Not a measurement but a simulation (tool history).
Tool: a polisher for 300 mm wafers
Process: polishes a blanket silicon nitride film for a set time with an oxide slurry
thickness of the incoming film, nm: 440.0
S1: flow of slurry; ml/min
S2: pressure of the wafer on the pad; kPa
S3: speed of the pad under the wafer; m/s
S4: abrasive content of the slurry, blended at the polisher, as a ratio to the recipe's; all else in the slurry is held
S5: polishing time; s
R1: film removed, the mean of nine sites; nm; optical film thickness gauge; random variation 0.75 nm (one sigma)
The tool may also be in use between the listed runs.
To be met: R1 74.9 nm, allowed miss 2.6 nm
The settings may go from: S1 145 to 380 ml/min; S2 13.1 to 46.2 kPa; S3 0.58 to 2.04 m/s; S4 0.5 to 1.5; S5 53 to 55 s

| run | hour | S1 | S2 | S3 | S4 | S5 | R1 |
|---|---|---|---|---|---|---|---|
| 1 | 0 | 245 | 29.6 | 1.3 | 1 | 53 | 52.264 |
| 2 | 1.7 | 245 | 33.1 | 1.3 | 1 | 53 | 58.211 |
| 3 | 10.4 | 245 | 33.1 | 1.3 | 0.95 | 53 | 57.827 |
| 4 | 15 | 190 | 33.1 | 1.3 | 0.95 | 53 | 57.089 |
|  | 22 | head pressure recalibrated |
| 5 | 22 | 190 | 35.9 | 1.3 | 0.95 | 53 | 57.469 |
| 6 | 26.9 | 210 | 39.3 | 1.32 | 0.95 | 53 | 63.239 |
| 7 | 30.2 | 210 | 39.3 | 1.32 | 0.95 | 53 | 62.885 |
| 8 | 34.2 | 210 | 41.4 | 1.36 | 0.95 | 53 | 67.201 |
| 9 | 42 | 210 | 42.7 | 1.38 | 0.95 | 53 | 70.364 |
| 10 | 46.2 | 210 | 43.4 | 1.38 | 0.95 | 53 | 71.169 |
| 11 | 54.3 | 210 | 43.4 | 1.38 | 0.95 | 53 | 69.341 |

4 next moves are on the table. One of them brings every result within its allowed miss. Which?
| A | 62.4 | 185 | 42.1 | 1.42 | 0.9 | 54 | ? |
| B | 62.4 | 205 | 42.1 | 1.46 | 0.95 | 55 | ? |
| C | 62.4 | 255 | 46.2 | 1.04 | 1.15 | 53 | ? |
| D | 62.4 | 240 | 44.1 | 1.24 | 0.95 | 53 | ? |

| move | R1 |
|---|---|
| A | 70.661 |
| B | 75.294 |
| C | 70.575 |
| D | 69.966 |
A: nearer than the last run, and not there yet
B: meets every target
C: nearer than the last run, and not there yet
D: nearer than the last run, and not there yet
Answer: B
